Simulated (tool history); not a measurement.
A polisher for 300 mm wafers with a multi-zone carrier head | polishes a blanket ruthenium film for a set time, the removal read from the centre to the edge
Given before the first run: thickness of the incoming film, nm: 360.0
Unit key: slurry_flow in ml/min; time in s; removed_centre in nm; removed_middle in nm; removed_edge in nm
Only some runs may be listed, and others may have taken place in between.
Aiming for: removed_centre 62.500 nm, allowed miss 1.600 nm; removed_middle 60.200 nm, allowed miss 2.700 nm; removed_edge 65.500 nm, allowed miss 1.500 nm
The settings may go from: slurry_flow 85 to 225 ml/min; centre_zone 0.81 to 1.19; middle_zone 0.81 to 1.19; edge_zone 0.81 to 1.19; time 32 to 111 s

run  hour  slurry_flow  centre_zone  middle_zone  edge_zone  time  removed_centre  removed_middle  removed_edge
  1   0.0          145         1.00         1.00       1.00    71          92.261          93.781        93.604
  2   9.0          145         1.00         1.00       1.00    58          76.760          78.379        77.283
  3  16.3          145         1.00         1.05       1.00    58          75.583          78.281        76.301
  4  18.5          155         1.00         1.05       1.00    58          76.782          81.785        76.599
  5  24.8          140         1.00         1.05       1.00    58          76.396          78.792        75.220
  6  32.2          120         1.00         1.05       1.00    58          72.410          75.188        74.579
  7  36.9          110         0.99         1.01       0.97    56          68.458          71.330        68.926
  8  38.5          100         0.99         0.97       0.98    55          65.397          65.210        66.702
  9  43.7           95         0.99         0.95       0.99    55          65.437          65.144        67.664
 10  45.2           90         0.97         0.86       0.95    53          60.700          56.486        62.578
 11  50.0          115         0.96         0.89       0.99    53          64.112          60.279        67.033

Consider the 5 candidate settings below. Which is the only one whose results all fall within their allowed miss of target?
  A  54.8          135         0.95         0.84       1.01    53               ?               ?             ?
  B  54.8          110         0.90         0.88       1.04    54               ?               ?             ?
  C  54.8          120         0.90         0.92       1.04    53               ?               ?             ?
  D  54.8          150         1.06         0.91       0.96    49               ?               ?             ?
  E  54.8          120         0.94         0.90       0.99    51               ?               ?             ?

move  removed_centre  removed_middle  removed_edge
   A          66.590          58.809        70.315
   B          62.696          59.583        70.425
   C          62.952          61.878        70.034
   D          66.949          59.238        64.295
   E          61.988          58.463        65.813
A: its largest miss is bigger than the last run's
B: its largest miss is bigger than the last run's
C: its largest miss is bigger than the last run's
D: brings the last run's worst result on target, with another outside its allowed miss
E: each result inside its tolerance
Move E is the one to make.
